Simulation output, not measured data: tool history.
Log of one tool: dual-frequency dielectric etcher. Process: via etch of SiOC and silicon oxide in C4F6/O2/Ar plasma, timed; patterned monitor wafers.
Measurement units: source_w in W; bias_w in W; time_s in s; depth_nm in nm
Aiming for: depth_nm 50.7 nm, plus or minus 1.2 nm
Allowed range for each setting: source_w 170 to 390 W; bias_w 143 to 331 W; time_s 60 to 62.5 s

{"run": 1, "hour": 0.0, "source_w": 280, "bias_w": 237, "time_s": 60, "depth_nm": 61.784}
{"run": 2, "hour": 1.6, "source_w": 280, "bias_w": 217, "time_s": 60, "depth_nm": 59}
{"run": 3, "hour": 8.3, "source_w": 250, "bias_w": 211, "time_s": 60, "depth_nm": 56.232}
{"run": 4, "hour": 10.8, "source_w": 250, "bias_w": 211, "time_s": 62.5, "depth_nm": 58.209}
{"run": 5, "hour": 16.4, "source_w": 230, "bias_w": 206, "time_s": 62.5, "depth_nm": 56.273}
{"run": 6, "hour": 23.7, "source_w": 230, "bias_w": 189, "time_s": 62.5, "depth_nm": 54.587}
{"run": 7, "hour": 26.5, "source_w": 220, "bias_w": 187, "time_s": 62.5, "depth_nm": 53.327}
{"run": 8, "hour": 30.9, "source_w": 210, "bias_w": 186, "time_s": 62.5, "depth_nm": 52.598}

5 candidate next runs follow, results not yet known. Just one meets every target within its allowed miss. Identify it.
{"run": "A", "hour": 35.3, "source_w": 200, "bias_w": 171, "time_s": 60.5, "depth_nm": "?"}
{"run": "B", "hour": 35.3, "source_w": 180, "bias_w": 192, "time_s": 60, "depth_nm": "?"}
{"run": "C", "hour": 35.3, "source_w": 190, "bias_w": 162, "time_s": 62.5, "depth_nm": "?"}
{"run": "D", "hour": 35.3, "source_w": 180, "bias_w": 213, "time_s": 61, "depth_nm": "?"}
{"run": "E", "hour": 35.3, "source_w": 240, "bias_w": 178, "time_s": 61, "depth_nm": "?"}

move=A depth_nm=47.937
move=B depth_nm=47.847
move=C depth_nm=47.717
move=D depth_nm=50.553
move=E depth_nm=52.24
A: the result that was furthest off in the last run now lies on the other side of its target
B: the result that was furthest off in the last run now lies on the other side of its target
C: the result that was furthest off in the last run now lies on the other side of its target
D: all results land within tolerance of their targets
E: nearer the targets than the last run, but a result is still out of spec
D meets every target.
